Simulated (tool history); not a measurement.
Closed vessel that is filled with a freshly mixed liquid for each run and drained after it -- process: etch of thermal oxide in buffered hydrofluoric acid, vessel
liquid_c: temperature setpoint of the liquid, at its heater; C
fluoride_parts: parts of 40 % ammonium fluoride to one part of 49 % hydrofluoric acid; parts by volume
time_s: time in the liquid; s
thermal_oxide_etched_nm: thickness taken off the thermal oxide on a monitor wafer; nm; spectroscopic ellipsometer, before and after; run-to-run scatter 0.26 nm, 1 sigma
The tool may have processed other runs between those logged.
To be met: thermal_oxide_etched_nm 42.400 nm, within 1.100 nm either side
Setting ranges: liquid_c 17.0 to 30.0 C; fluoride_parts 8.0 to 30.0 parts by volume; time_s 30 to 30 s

run	hour	liquid_c	fluoride_parts	time_s	thermal_oxide_etched_nm
1	0.0	22.0	22.5	30	16.363
2	8.6	23.5	19.5	30	19.788
3	16.1	25.0	17.0	30	24.671
4	21.0	25.0	13.0	30	31.989
5	24.9	26.0	13.0	30	33.687
6	28.2	26.5	13.0	30	34.715
7	34.2	26.5	13.0	30	34.455
8	38.3	27.0	13.0	30	35.577
9	43.8	27.5	13.0	30	36.434
10	51.5	28.0	13.0	30	37.329
11	59.9	28.5	13.0	30	38.758
12	64.1	28.5	13.0	30	38.242
13	73.1	29.0	13.0	30	39.705
14	74.6	29.5	13.0	30	40.621

Of the 4 settings listed for the next run, only one would bring every result within its allowed miss of target. Which one?
A	76.1	25.0	9.5	30	?
B	76.1	28.5	13.0	30	?
C	76.1	29.5	13.5	30	?
D	76.1	27.5	10.5	30	?

move	thermal_oxide_etched_nm
A	42.714
B	38.626
C	39.247
D	45.111
A: in spec on every target
B: lands further from the targets than the last run did
C: lands further from the targets than the last run did
D: moves the result that the last run missed by most past its target, out the other side
Answer: A

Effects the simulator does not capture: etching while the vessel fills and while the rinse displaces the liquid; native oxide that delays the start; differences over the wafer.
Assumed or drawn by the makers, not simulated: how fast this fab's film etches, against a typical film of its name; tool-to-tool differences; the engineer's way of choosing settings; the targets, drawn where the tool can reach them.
